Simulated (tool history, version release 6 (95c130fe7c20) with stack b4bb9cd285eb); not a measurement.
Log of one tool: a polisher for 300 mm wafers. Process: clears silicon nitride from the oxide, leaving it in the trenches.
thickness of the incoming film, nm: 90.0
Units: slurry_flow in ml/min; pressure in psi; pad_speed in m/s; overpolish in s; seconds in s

run	hour	slurry_flow	pressure	pad_speed	overpolish	seconds
1	0	290	1.9	0.94	35	163.67
2	4.1	290	1.9	0.94	37	168.48
3	13	290	1.7	0.94	37	185.72
4	16.4	290	1.6	0.9	37	208.21
5	24.3	290	1.8	0.9	37	184.64
6	32.1	290	1.4	0.9	37	233.87
7	36.5	290	1.3	0.88	37	252.77
8	44.3	290	1.3	0.86	37	262.52
9	52.7	290	1.3	0.86	37	258.55
10	60.1	290	1.3	0.84	37	266.93

The next listed run, before its measurement:
11	68.7	290	1.3	0.82	37	?

seconds: 272.63 s
